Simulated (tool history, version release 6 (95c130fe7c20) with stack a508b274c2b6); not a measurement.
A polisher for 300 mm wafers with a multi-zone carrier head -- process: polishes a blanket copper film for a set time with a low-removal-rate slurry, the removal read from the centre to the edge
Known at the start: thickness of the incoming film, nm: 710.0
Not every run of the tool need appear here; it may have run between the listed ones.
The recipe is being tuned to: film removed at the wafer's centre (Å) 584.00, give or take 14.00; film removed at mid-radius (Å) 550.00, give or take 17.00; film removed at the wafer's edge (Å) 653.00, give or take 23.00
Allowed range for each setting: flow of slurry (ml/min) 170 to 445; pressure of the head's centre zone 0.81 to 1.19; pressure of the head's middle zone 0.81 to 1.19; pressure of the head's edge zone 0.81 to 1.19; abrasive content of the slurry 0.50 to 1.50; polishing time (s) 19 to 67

run  hour  flow of slurry (ml/min)  pressure of the head's centre zone  pressure of the head's middle zone  pressure of the head's edge zone  abrasive content of the slurry  polishing time (s)  film removed at the wafer's centre (Å)  film removed at mid-radius (Å)  film removed at the wafer's edge (Å)
  1   0.0                      285                                1.00                                1.00                              1.00                            1.00                  43                                  774.89                          765.10                                766.25
  2   2.7                      270                                0.97                                0.94                              1.00                            0.85                  42                                  702.97                          694.33                                730.39
  3   4.0                      270                                0.89                                0.94                              1.00                            0.85                  42                                  646.56                          708.54                                716.33
  4   7.4                      270                                0.89                                0.86                              1.00                            0.85                  42                                  642.57                          657.02                                717.95
  5  15.9                      260                                0.90                                0.84                              1.01                            0.75                  41                                  616.38                          611.72                                696.42
  6  18.3                      250                                0.91                                0.83                              1.00                            0.70                  41                                  618.20                          593.12                                677.51
  7  27.1                      240                                0.91                                0.82                              1.01                            0.65                  41                                  601.15                          575.09                                691.04
  8  34.1                      230                                0.91                                0.82                              0.99                            0.65                  41                                  602.62                          570.28                                669.89
  9  40.8                      220                                0.91                                0.82                              0.99                            0.65                  41                                  600.98                          567.88                                666.50

Which single option among these 4 for the next run brings every result within its allowed miss of target? Just one does.
  A  47.5                      210                                0.89                                0.84                              0.99                            0.70                  42                                       ?                               ?                                     ?
  B  47.5                      185                                0.97                                0.95                              1.02                            0.75                  37                                       ?                               ?                                     ?
  C  47.5                      175                                0.94                                0.83                              1.04                            0.60                  41                                       ?                               ?                                     ?
  D  47.5                      200                                0.87                                0.91                              0.91                            0.60                  43                                       ?                               ?                                     ?

move  film removed at the wafer's centre (Å)  film removed at mid-radius (Å)  film removed at the wafer's edge (Å)
   A                                  599.05                          602.76                                671.91
   B                                  567.88                          580.96                                594.22
   C                                  581.78                          550.63                                637.26
   D                                  580.78                          639.19                                647.84
A: the biggest miss grows against the last run
B: pushes the last run's worst result past its target
C: all results in spec
D: corrects the largest miss of the last run, while another result sits out of spec
So the answer is move C, the one that meets all the targets.
